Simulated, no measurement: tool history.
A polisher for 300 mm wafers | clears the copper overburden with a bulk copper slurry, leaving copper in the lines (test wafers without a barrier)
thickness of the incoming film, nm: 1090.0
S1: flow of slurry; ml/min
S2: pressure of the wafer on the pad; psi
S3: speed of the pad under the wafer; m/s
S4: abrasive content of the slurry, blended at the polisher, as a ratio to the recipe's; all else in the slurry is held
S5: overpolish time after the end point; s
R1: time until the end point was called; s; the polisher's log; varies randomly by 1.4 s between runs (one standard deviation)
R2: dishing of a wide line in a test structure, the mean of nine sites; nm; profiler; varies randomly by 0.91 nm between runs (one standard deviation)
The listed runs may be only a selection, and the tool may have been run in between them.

Run 1, hour 0.0: S1 135 ml/min, S2 2.6 psi, S3 1.04 m/s, S4 1.0, S5 13 s. Result: R1 144.95 s, R2 63.377 nm.
Run 2, hour 2.2: S1 135 ml/min, S2 2.6 psi, S3 1.04 m/s, S4 1.0, S5 18 s. Result: R1 146.44 s, R2 78.376 nm.
Run 3, hour 9.3: S1 135 ml/min, S2 2.6 psi, S3 1.26 m/s, S4 1.0, S5 18 s. Result: R1 126.58 s, R2 86.478 nm.
Run 4, hour 16.5: S1 135 ml/min, S2 2.6 psi, S3 1.26 m/s, S4 1.0, S5 13 s. Result: R1 126.19 s, R2 73.501 nm.
Run 5, hour 20.4: S1 135 ml/min, S2 2.8 psi, S3 1.26 m/s, S4 1.0, S5 13 s. Result: R1 117.40 s, R2 72.489 nm.
Run 6, hour 27.5: S1 135 ml/min, S2 2.9 psi, S3 1.22 m/s, S4 1.0, S5 11 s. Result: R1 118.58 s, R2 66.318 nm.
Run 7, hour 31.5: S1 135 ml/min, S2 3.0 psi, S3 1.18 m/s, S4 1.0, S5 9 s. Result: R1 118.93 s, R2 55.072 nm.
Run 8, hour 32.8: S1 135 ml/min, S2 3.0 psi, S3 1.16 m/s, S4 1.0, S5 8 s. Result: R1 116.29 s, R2 50.929 nm.
Run 9, hour 38.6: S1 130 ml/min, S2 2.9 psi, S3 1.16 m/s, S4 1.0, S5 6 s. Result: R1 124.48 s, R2 38.479 nm.
Run 10, hour 45.9: S1 135 ml/min, S2 2.9 psi, S3 1.16 m/s, S4 1.0, S5 6 s. Result: R1 120.47 s, R2 37.718 nm.

The next listed run, before its measurement:
Run 11, hour 54.5: S1 130 ml/min, S2 3.0 psi, S3 1.16 m/s, S4 1.0, S5 9 s. Result: R1 ?, R2 ?.

R1: 120.36 s
R2: 56.092 nm

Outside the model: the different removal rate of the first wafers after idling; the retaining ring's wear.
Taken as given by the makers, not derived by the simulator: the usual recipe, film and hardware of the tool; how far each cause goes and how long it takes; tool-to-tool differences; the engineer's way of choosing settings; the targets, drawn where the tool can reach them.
